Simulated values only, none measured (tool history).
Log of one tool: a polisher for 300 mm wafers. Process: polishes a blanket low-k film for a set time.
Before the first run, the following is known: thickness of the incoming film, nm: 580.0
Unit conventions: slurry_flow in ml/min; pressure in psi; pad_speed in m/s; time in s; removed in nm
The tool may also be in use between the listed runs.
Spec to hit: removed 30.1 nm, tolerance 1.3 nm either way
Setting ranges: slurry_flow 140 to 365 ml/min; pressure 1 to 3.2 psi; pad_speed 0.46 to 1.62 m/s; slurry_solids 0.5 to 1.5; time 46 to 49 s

run,day,slurry_flow,pressure,pad_speed,slurry_solids,time,removed
1,0,235,2.1,1.04,1,46,21.23
2,0.179,235,2.2,1.04,1,46,22.196
3,0.346,235,2.3,1.04,1,46,23.221
4,0.583,235,2.4,1.04,1,46,24.12
5,0.746,235,2.5,1.04,1,46,25.404
6,0.975,180,2.5,1.04,1,46,24.083
7,1.238,185,2.6,1.04,1,46,25.184
8,1.575,190,2.6,1.04,1,46,24.755

Exercise: of the 4 proposed moves below, exactly one satisfies all targets within the stated allowed misses. Which move is it?
A,1.912,140,3,1.14,1.1,46,?
B,1.912,190,2.6,1.3,1,49,?
C,1.912,210,2.6,1.2,0.95,46,?
D,1.912,175,2.2,1,0.7,46,?

move,removed
A,29.859
B,31.639
C,27.833
D,18.043
A: all results in spec
B: takes the result that was furthest off past its target
C: nearer the targets than the last run, but a result is still out of spec
D: moves away from the targets compared with the last run
The right move is A.

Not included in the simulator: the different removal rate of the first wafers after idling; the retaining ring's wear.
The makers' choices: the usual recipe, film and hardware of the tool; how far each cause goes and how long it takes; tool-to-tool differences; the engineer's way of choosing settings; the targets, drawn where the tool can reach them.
